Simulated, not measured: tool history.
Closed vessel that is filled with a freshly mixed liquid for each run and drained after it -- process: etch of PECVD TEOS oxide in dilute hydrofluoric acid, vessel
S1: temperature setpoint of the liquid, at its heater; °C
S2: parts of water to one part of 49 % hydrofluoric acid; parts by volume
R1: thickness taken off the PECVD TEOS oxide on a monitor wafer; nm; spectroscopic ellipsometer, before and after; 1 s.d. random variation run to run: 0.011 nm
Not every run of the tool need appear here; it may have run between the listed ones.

Run 1, hour 0: S1 24 °C, S2 245 parts by volume, time in the liquid (s) 35. Result: R1 2.8231 nm.
Run 2, hour 4.4: S1 27 °C, S2 245 parts by volume, time in the liquid (s) 35. Result: R1 3.1478 nm.
Run 3, hour 12.8: S1 30.5 °C, S2 245 parts by volume, time in the liquid (s) 35. Result: R1 3.5438 nm.
Run 4, hour 18.9: S1 28 °C, S2 260 parts by volume, time in the liquid (s) 35. Result: R1 3.0249 nm.
Run 5, hour 23.8: S1 25.5 °C, S2 260 parts by volume, time in the liquid (s) 35. Result: R1 2.7837 nm.
Run 6, hour 28.4: S1 29 °C, S2 260 parts by volume, time in the liquid (s) 35. Result: R1 3.1234 nm.
Run 7, hour 31.2: S1 26.5 °C, S2 275 parts by volume, time in the liquid (s) 35. Result: R1 2.6501 nm.
Run 8, hour 35.5: S1 24.5 °C, S2 285 parts by volume, time in the liquid (s) 35. Result: R1 2.3477 nm.
Run 9, hour 44.1: S1 23 °C, S2 290 parts by volume, time in the liquid (s) 35. Result: R1 2.1899 nm.
Run 10, hour 49.7: S1 22 °C, S2 295 parts by volume, time in the liquid (s) 35. Result: R1 2.1083 nm.

For run 11, what comes out?
Run 11, hour 51.5: S1 21 °C, S2 305 parts by volume, time in the liquid (s) 35. Result: R1 ?.

{"run 11": {"R1": 1.8979}}
